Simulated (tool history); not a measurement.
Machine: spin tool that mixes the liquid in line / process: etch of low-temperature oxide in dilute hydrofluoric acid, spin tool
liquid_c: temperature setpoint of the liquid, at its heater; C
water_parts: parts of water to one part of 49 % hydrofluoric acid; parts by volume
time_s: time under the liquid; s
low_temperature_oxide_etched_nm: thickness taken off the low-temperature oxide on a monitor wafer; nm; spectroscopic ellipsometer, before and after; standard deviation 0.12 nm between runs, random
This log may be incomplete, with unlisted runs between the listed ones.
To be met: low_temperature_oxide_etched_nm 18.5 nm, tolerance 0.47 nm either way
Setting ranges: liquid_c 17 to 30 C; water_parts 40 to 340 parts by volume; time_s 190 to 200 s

| run | hour | liquid_c | water_parts | time_s | low_temperature_oxide_etched_nm |
|---|---|---|---|---|---|
| 1 | 0 | 22 | 190 | 190 | 25.072 |
| 2 | 8.5 | 19.5 | 190 | 190 | 22.783 |
| 3 | 12.2 | 21.5 | 190 | 190 | 24.82 |
| 4 | 15.8 | 24 | 190 | 190 | 27.619 |
| 5 | 20.6 | 22.5 | 195 | 190 | 25.044 |
| 6 | 22.9 | 22.5 | 130 | 190 | 40.343 |
| 7 | 29.7 | 21.5 | 145 | 190 | 34.061 |
| 8 | 38.1 | 20.5 | 160 | 190 | 29.423 |
| 9 | 45.5 | 20 | 170 | 190 | 26.729 |
| 10 | 46.7 | 20 | 170 | 190 | 26.445 |
| 11 | 53.6 | 19.5 | 175 | 190 | 25.316 |
| 12 | 55.2 | 19 | 180 | 190 | 24.094 |
| 13 | 61.7 | 18.5 | 185 | 190 | 22.845 |
| 14 | 65.2 | 18.5 | 185 | 190 | 23.025 |
| 15 | 68 | 18 | 190 | 190 | 21.77 |
| 16 | 68.8 | 18 | 190 | 190 | 21.613 |
| 17 | 69.9 | 18 | 195 | 190 | 21.012 |
|  | 75.8 | hydrofluoric acid flow meter replaced |
| 18 | 75.8 | 18 | 200 | 190 | 23.277 |
| 19 | 78.8 | 17 | 245 | 190 | 17.427 |
| 20 | 82 | 17.5 | 245 | 190 | 18.022 |

5 next moves are on the table. One of them brings every result within its allowed miss. Which?
| A | 85.2 | 17 | 230 | 195 | ? |
| B | 85.2 | 17.5 | 255 | 190 | ? |
| C | 85.2 | 17 | 225 | 190 | ? |
| D | 85.2 | 17 | 230 | 200 | ? |
| E | 85.2 | 19 | 260 | 200 | ? |

| move | low_temperature_oxide_etched_nm |
|---|---|
| A | 19.505 |
| B | 17.096 |
| C | 19.514 |
| D | 20.005 |
| E | 18.606 |
A: moves the result that the last run missed by most past its target, out the other side
B: further off than the last run
C: moves the result that the last run missed by most past its target, out the other side
D: moves the result that the last run missed by most past its target, out the other side
E: each result inside its tolerance
The move that meets every target is E.

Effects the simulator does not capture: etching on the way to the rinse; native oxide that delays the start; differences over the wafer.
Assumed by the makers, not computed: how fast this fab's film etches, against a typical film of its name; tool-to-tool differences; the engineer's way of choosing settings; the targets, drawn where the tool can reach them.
